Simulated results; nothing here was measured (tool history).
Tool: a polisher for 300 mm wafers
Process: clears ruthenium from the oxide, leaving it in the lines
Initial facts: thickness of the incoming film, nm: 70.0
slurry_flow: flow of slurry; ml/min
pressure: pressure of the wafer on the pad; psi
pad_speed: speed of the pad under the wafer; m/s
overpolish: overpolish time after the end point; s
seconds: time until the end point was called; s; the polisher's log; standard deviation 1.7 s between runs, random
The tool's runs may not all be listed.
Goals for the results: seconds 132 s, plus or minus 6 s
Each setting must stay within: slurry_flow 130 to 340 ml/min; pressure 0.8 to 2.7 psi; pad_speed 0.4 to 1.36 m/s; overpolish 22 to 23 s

Run 1, day 0: slurry_flow 220 ml/min, pressure 1.7 psi, pad_speed 0.88 m/s, overpolish 22 s. Result: seconds 103.56 s.
Run 2, day 0.2: slurry_flow 220 ml/min, pressure 1.5 psi, pad_speed 0.88 m/s, overpolish 22 s. Result: seconds 110.15 s.
Run 3, day 0.317: slurry_flow 220 ml/min, pressure 1.4 psi, pad_speed 0.88 m/s, overpolish 22 s. Result: seconds 114.91 s.
Run 4, day 0.65: slurry_flow 220 ml/min, pressure 1.4 psi, pad_speed 0.88 m/s, overpolish 22 s. Result: seconds 118.26 s.
Run 5, day 1.017: slurry_flow 220 ml/min, pressure 1.6 psi, pad_speed 0.88 m/s, overpolish 22 s. Result: seconds 106.35 s.
Run 6, day 1.267: slurry_flow 220 ml/min, pressure 1.5 psi, pad_speed 0.88 m/s, overpolish 22 s. Result: seconds 112.95 s.
Run 7, day 1.296: slurry_flow 220 ml/min, pressure 1.4 psi, pad_speed 0.88 m/s, overpolish 22 s. Result: seconds 118.13 s.
Run 8, day 1.438: slurry_flow 220 ml/min, pressure 1.3 psi, pad_speed 0.88 m/s, overpolish 22 s. Result: seconds 123.74 s.

4 next moves are on the table. One of them brings every result within its allowed miss. Which?
Run A, day 1.579: slurry_flow 220 ml/min, pressure 1.1 psi, pad_speed 0.9 m/s, overpolish 22 s. Result: seconds ?.
Run B, day 1.579: slurry_flow 240 ml/min, pressure 1.3 psi, pad_speed 0.92 m/s, overpolish 22 s. Result: seconds ?.
Run C, day 1.579: slurry_flow 200 ml/min, pressure 1.2 psi, pad_speed 0.8 m/s, overpolish 22 s. Result: seconds ?.
Run D, day 1.579: slurry_flow 250 ml/min, pressure 1.3 psi, pad_speed 0.7 m/s, overpolish 23 s. Result: seconds ?.

move  seconds
   A    134.4
   B   116.58
   C   143.98
   D   151.19
A: all results in spec
B: further off than the last run
C: takes the result that was furthest off past its target
D: takes the result that was furthest off past its target
The right move is A.
